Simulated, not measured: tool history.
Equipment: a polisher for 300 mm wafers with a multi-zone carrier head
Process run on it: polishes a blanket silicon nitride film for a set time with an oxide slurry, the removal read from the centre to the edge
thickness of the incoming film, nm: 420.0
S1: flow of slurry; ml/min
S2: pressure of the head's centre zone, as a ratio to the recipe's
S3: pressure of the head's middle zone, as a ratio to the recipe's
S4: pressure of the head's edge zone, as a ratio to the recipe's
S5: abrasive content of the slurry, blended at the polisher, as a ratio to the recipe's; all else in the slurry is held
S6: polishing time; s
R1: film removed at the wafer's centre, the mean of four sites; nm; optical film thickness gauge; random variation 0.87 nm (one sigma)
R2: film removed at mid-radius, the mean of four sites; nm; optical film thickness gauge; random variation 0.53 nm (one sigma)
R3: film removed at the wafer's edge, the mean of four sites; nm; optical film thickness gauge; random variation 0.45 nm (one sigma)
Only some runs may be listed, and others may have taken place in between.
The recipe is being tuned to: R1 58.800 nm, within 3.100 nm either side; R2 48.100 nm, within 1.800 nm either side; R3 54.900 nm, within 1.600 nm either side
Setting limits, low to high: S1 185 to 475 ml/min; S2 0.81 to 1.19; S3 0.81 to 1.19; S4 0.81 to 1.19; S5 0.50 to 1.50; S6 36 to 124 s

run  hour   S1    S2    S3    S4    S5  S6      R1      R2      R3
  1   0.0  305  1.00  1.00  1.00  1.00  79  73.360  72.814  74.587
  2   3.5  305  1.00  1.00  1.08  1.00  79  72.931  72.590  77.571
  3   7.6  305  1.00  1.00  1.08  0.90  79  71.197  70.978  73.644
  4  11.4  300  1.00  0.98  1.08  0.85  78  66.540  68.016  71.810
  5  14.3  305  1.02  0.96  1.07  0.80  77  68.210  63.946  69.685
  6  17.1  270  1.02  0.96  1.07  0.80  77  67.343  63.878  69.424
  7  24.4  270  1.02  0.95  1.06  0.75  76  64.671  60.105  65.559
  8  31.9  265  1.02  0.94  1.04  0.75  76  65.337  60.086  65.671
  9  38.8  265  1.02  0.93  1.03  0.70  76  64.703  58.564  64.339
 10  46.4  265  1.02  0.92  1.02  0.70  76  63.066  56.846  63.771
 11  50.0  265  1.02  0.91  1.01  0.70  76  63.940  56.770  62.499
 12  51.4  265  1.02  0.90  1.00  0.70  76  63.065  57.089  62.835
 13  54.1  260  1.10  0.83  0.96  0.50  73  59.283  45.270  52.671

Pick the move, out of 5, that brings all results within their allowed miss; only one does.
  A  56.8  265  0.97  0.85  0.81  0.50  75   ?   ?   ?
  B  56.8  300  1.04  1.05  0.92  0.50  69   ?   ?   ?
  C  56.8  320  1.12  0.92  0.90  0.50  70   ?   ?   ?
  D  56.8  185  1.11  0.88  0.99  0.55  75   ?   ?   ?
  E  56.8  295  1.14  0.88  0.94  0.60  65   ?   ?   ?

move      R1      R2      R3
   A  52.736  48.523  51.654
   B  52.822  53.764  50.576
   C  58.058  49.137  51.119
   D  59.284  49.157  56.286
   E  57.583  46.204  50.959
A: brings the last run's worst result on target, with another outside its allowed miss
B: pushes the last run's worst result past its target
C: brings the last run's worst result on target, with another outside its allowed miss
D: in spec on every target
E: the biggest miss grows against the last run
The move that meets every target is D.
